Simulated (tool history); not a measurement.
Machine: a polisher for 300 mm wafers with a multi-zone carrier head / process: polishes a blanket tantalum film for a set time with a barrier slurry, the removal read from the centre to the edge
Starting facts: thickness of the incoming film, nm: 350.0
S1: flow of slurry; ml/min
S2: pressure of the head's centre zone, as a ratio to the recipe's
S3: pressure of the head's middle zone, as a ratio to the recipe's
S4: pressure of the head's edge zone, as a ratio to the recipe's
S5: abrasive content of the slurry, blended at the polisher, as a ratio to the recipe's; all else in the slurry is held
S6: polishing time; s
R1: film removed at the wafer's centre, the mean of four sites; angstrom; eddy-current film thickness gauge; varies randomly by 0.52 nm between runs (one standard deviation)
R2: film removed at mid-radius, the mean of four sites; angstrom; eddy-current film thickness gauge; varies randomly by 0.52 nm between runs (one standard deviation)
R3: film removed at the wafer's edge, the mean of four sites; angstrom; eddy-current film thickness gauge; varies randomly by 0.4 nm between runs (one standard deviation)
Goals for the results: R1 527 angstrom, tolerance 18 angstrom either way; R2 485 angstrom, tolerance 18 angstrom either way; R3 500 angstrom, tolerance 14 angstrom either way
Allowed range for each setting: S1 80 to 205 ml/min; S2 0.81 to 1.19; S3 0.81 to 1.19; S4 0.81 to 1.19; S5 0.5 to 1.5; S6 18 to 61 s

| run | hour | S1 | S2 | S3 | S4 | S5 | S6 | R1 | R2 | R3 |
|---|---|---|---|---|---|---|---|---|---|---|
| 1 | 0 | 135 | 1 | 1 | 1 | 1 | 39 | 630.37 | 665.95 | 647.11 |
| 2 | 1.2 | 135 | 1 | 1.06 | 1 | 1 | 39 | 627.09 | 680.98 | 651.58 |
| 3 | 5.2 | 130 | 1.01 | 1.03 | 0.99 | 0.9 | 39 | 605.76 | 657.35 | 641.02 |
| 4 | 7.7 | 130 | 1.01 | 1.03 | 0.99 | 0.9 | 29 | 451.87 | 469.42 | 475.62 |
| 5 | 10.2 | 135 | 1.02 | 1.02 | 1 | 0.9 | 29 | 465.07 | 476.9 | 478.39 |
| 6 | 12.8 | 135 | 1.02 | 1.02 | 0.96 | 0.9 | 29 | 470.66 | 488.32 | 471.88 |
| 7 | 20.4 | 140 | 1.03 | 1.01 | 0.97 | 0.9 | 29 | 470.83 | 479.78 | 473.4 |
| 8 | 27.9 | 175 | 1.12 | 0.99 | 1.02 | 0.95 | 29 | 551.51 | 505.93 | 508.06 |
| 9 | 29.9 | 170 | 1.12 | 0.99 | 1.02 | 0.95 | 29 | 552.81 | 507.82 | 512.29 |

Pick the move, out of 5, that brings all results within their allowed miss; only one does.
| A | 31.9 | 160 | 1.1 | 0.98 | 1.07 | 0.85 | 27 | ? | ? | ? |
| B | 31.9 | 165 | 0.96 | 1.02 | 1.09 | 0.95 | 30 | ? | ? | ? |
| C | 31.9 | 125 | 1.17 | 1.03 | 1.08 | 1.3 | 28 | ? | ? | ? |
| D | 31.9 | 200 | 1.14 | 0.99 | 1.15 | 0.7 | 30 | ? | ? | ? |
| E | 31.9 | 170 | 1.07 | 1.04 | 0.98 | 1 | 29 | ? | ? | ? |

| move | R1 | R2 | R3 |
|---|---|---|---|
| A | 477.42 | 446.21 | 467.32 |
| B | 478.55 | 528.64 | 538.18 |
| C | 525.96 | 487.45 | 502.99 |
| D | 559.63 | 505.51 | 535.99 |
| E | 524.32 | 528.32 | 502.02 |
A: pushes the last run's worst result past its target
B: pushes the last run's worst result past its target
C: meets every target
D: moves away from the targets compared with the last run
E: the furthest-off result lands on target, but another misses its tolerance
The move that meets every target is C.
